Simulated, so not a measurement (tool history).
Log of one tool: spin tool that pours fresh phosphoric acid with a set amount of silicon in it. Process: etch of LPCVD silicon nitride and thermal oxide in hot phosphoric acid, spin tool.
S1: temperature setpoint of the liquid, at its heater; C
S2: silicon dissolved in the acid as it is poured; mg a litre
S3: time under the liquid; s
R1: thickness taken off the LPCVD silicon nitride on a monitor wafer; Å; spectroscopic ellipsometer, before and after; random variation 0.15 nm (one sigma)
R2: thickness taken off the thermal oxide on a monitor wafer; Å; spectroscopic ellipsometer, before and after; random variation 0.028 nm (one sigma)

Run 1, hour 0.0: S1 163.0 C, S2 13.5 mg a litre, S3 180 s. Result: R1 170.30 Å, R2 4.2209 Å.
Run 2, hour 1.7: S1 165.0 C, S2 13.5 mg a litre, S3 180 s. Result: R1 183.66 Å, R2 5.1238 Å.
Run 3, hour 7.7: S1 165.5 C, S2 17.0 mg a litre, S3 195 s. Result: R1 201.16 Å, R2 5.2754 Å.
Run 4, hour 10.0: S1 165.5 C, S2 17.0 mg a litre, S3 220 s. Result: R1 225.73 Å, R2 5.8390 Å.
Run 5, hour 15.2: S1 166.0 C, S2 19.0 mg a litre, S3 230 s. Result: R1 243.04 Å, R2 6.7088 Å.
Run 6, hour 15.8: S1 166.0 C, S2 22.0 mg a litre, S3 230 s. Result: R1 239.47 Å, R2 5.4447 Å.
Run 7, hour 21.8: S1 166.0 C, S2 23.0 mg a litre, S3 235 s. Result: R1 246.57 Å, R2 5.7140 Å.
Run 8, hour 29.2: S1 166.0 C, S2 23.0 mg a litre, S3 235 s. Result: R1 244.73 Å, R2 6.0212 Å.
Run 9, hour 36.8: S1 166.0 C, S2 25.0 mg a litre, S3 240 s. Result: R1 250.07 Å, R2 5.5917 Å.

Run 10 comes next. What will it give?
Run 10, hour 41.1: S1 166.5 C, S2 26.0 mg a litre, S3 245 s. Result: R1 ?, R2 ?.

Run 10 gave R1 264.17 Å, R2 5.8248 Å.

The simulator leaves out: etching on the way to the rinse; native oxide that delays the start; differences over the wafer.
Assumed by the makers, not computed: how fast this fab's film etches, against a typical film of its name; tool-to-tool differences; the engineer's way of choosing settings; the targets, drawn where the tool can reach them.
